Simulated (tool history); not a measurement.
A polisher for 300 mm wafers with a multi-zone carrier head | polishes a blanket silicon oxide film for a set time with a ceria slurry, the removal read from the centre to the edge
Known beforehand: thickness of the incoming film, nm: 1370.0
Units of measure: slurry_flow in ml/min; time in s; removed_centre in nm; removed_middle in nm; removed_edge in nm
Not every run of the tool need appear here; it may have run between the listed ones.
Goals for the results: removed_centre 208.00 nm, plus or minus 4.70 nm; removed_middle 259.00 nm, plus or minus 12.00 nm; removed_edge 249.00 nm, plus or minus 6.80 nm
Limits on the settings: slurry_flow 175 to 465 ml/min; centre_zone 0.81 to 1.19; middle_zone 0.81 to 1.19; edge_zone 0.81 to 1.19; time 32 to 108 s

| run | day | slurry_flow | centre_zone | middle_zone | edge_zone | time | removed_centre | removed_middle | removed_edge |
|---|---|---|---|---|---|---|---|---|---|
| 1 | 0.000 | 295 | 1.00 | 1.00 | 1.00 | 70 | 310.64 | 313.58 | 315.30 |
| 2 | 0.242 | 295 | 1.00 | 1.06 | 1.00 | 70 | 310.23 | 327.08 | 312.70 |
| 3 | 0.354 | 295 | 1.00 | 1.02 | 1.00 | 70 | 307.44 | 311.01 | 315.96 |
| 4 | 0.438 | 295 | 1.06 | 1.02 | 1.00 | 70 | 324.62 | 310.78 | 312.17 |
| 5 | 0.554 | 295 | 1.06 | 1.02 | 1.00 | 55 | 256.38 | 246.74 | 245.67 |
| 6 | 0.896 | 285 | 1.01 | 1.03 | 1.00 | 55 | 240.53 | 253.74 | 246.29 |
| 7 | 1.046 | 270 | 0.99 | 1.03 | 1.01 | 55 | 239.71 | 257.89 | 245.57 |
| 8 | 1.092 | 270 | 0.96 | 1.02 | 1.01 | 55 | 230.82 | 246.10 | 242.50 |
| 9 | 1.454 | 265 | 0.93 | 1.03 | 1.03 | 55 | 222.33 | 249.57 | 247.97 |
| 10 | 1.629 | 255 | 0.92 | 1.04 | 1.03 | 55 | 220.57 | 252.49 | 247.41 |
| 11 | 1.950 | 250 | 0.91 | 1.05 | 1.03 | 55 | 215.79 | 252.86 | 246.82 |
| 12 | 2.104 | 245 | 0.90 | 1.06 | 1.03 | 55 | 214.87 | 251.93 | 246.13 |

4 candidate next runs follow, results not yet known. Just one meets every target within its allowed miss. Identify it.
| A | 2.258 | 315 | 0.87 | 1.08 | 1.06 | 54 | ? | ? | ? |
| B | 2.258 | 280 | 0.83 | 1.16 | 0.97 | 57 | ? | ? | ? |
| C | 2.258 | 250 | 0.90 | 1.12 | 0.96 | 53 | ? | ? | ? |
| D | 2.258 | 265 | 0.90 | 1.05 | 1.04 | 55 | ? | ? | ? |

| move | removed_centre | removed_middle | removed_edge |
|---|---|---|---|
| A | 209.47 | 262.21 | 253.17 |
| B | 209.15 | 291.52 | 253.77 |
| C | 207.84 | 260.26 | 233.12 |
| D | 216.85 | 256.92 | 252.70 |
A: every result within its allowed miss
B: corrects the largest miss of the last run, while another result sits out of spec
C: corrects the largest miss of the last run, while another result sits out of spec
D: the biggest miss grows against the last run
The right move is A.

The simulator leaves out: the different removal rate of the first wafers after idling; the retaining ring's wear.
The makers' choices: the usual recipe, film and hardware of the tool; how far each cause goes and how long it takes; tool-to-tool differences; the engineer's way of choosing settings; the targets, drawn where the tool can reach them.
